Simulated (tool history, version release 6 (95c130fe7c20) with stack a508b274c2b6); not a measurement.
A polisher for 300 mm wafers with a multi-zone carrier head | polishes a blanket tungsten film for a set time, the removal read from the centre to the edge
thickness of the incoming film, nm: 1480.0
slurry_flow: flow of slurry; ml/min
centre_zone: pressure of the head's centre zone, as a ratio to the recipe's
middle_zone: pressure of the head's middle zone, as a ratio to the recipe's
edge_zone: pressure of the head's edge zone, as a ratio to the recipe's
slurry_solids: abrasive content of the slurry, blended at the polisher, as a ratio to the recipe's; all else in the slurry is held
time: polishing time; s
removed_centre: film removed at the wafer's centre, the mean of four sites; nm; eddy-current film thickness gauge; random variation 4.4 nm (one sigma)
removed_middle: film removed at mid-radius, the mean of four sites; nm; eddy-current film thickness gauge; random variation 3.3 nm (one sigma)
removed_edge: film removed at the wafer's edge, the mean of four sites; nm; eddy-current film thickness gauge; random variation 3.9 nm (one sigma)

run	hour	slurry_flow	centre_zone	middle_zone	edge_zone	slurry_solids	time	removed_centre	removed_middle	removed_edge
1	0	240	1	1	1	1	70	417.14	409.57	408.39
2	1.2	265	1	1	1	1	70	407.33	416.69	417.78
3	8.9	265	0.94	1	1	1	70	403.22	416.61	416.87
4	15.7	260	0.93	0.96	1	0.95	70	390.65	395.55	403.28
# hour 23.6: worn pad replaced by a new one
5	23.6	260	0.93	0.96	1.06	0.95	70	428.77	432.7	460.12
6	28.9	255	0.91	0.92	1.04	0.9	70	408.79	415.07	445.86

The next listed run, before its measurement:
7	29.9	250	0.93	0.89	1.03	0.85	68	?	?	?

Run 7 gave removed_centre 407.33 nm, removed_middle 388.15 nm, removed_edge 427.78 nm.
